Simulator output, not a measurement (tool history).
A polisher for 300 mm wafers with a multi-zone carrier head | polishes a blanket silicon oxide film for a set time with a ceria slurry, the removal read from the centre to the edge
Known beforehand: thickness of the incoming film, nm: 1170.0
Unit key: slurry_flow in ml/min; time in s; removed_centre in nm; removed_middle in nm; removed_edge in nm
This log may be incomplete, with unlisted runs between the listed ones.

Run 1, hour 0: slurry_flow 270 ml/min, centre_zone 1, middle_zone 1, edge_zone 1, time 48 s. Result: removed_centre 255.74 nm, removed_middle 253.65 nm, removed_edge 254.19 nm.
Run 2, hour 1: slurry_flow 265 ml/min, centre_zone 0.99, middle_zone 1, edge_zone 0.98, time 47 s. Result: removed_centre 245.1 nm, removed_middle 253.11 nm, removed_edge 250.74 nm.
Run 3, hour 4: slurry_flow 265 ml/min, centre_zone 0.99, middle_zone 0.96, edge_zone 0.98, time 47 s. Result: removed_centre 251.39 nm, removed_middle 239.69 nm, removed_edge 245.33 nm.
Run 4, hour 10.2: slurry_flow 265 ml/min, centre_zone 0.99, middle_zone 1.02, edge_zone 0.98, time 47 s. Result: removed_centre 248.17 nm, removed_middle 251.19 nm, removed_edge 248.49 nm.
Run 5, hour 16.7: slurry_flow 265 ml/min, centre_zone 0.99, middle_zone 1.03, edge_zone 0.96, time 46 s. Result: removed_centre 242.81 nm, removed_middle 250.7 nm, removed_edge 239.75 nm.
Run 6, hour 23.2: slurry_flow 290 ml/min, centre_zone 0.99, middle_zone 1.03, edge_zone 0.96, time 46 s. Result: removed_centre 248.1 nm, removed_middle 256.8 nm, removed_edge 244.76 nm.

Run 7 has not been measured yet. What should we expect?
Run 7, hour 26.1: slurry_flow 280 ml/min, centre_zone 0.98, middle_zone 1.03, edge_zone 0.94, time 46 s. Result: removed_centre ?, removed_middle ?, removed_edge ?.

{"run 7": {"removed_centre": 242.16, "removed_middle": 247.14, "removed_edge": 240.74}}
